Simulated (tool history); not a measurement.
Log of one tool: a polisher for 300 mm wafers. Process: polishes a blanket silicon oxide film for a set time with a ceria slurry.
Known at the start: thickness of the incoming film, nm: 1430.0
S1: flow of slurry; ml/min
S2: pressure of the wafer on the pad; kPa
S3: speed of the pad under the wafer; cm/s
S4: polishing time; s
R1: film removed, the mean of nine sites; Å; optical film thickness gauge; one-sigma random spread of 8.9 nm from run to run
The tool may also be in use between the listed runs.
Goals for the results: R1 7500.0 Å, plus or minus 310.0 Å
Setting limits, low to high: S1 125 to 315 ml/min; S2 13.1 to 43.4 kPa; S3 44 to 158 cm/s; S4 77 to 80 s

run	hour	S1	S2	S3	S4	R1
1	0.0	205	28.3	100	77	4363.7
2	8.9	205	33.1	102	77	5214.4
3	15.0	205	33.1	102	77	5015.8
4	21.9	205	36.5	106	77	5837.5
5	28.6	205	38.6	108	77	6331.9
6	32.5	205	38.6	108	77	6155.4
7	35.1	205	40.0	110	77	6607.4
8	43.1	205	41.4	112	77	6869.5

Pick the move, out of 5, that brings all results within their allowed miss; only one does.
A	51.1	265	43.4	102	77	?
B	51.1	170	42.7	96	77	?
C	51.1	145	40.0	110	80	?
D	51.1	185	43.4	112	80	?
E	51.1	225	42.1	92	77	?

move	R1
A	7102.3
B	6027.1
C	6420.2
D	7537.0
E	6049.0
A: an improvement on the last run, though not all results are within tolerance
B: the biggest miss grows against the last run
C: the biggest miss grows against the last run
D: every result within its allowed miss
E: the biggest miss grows against the last run
The right move is D.
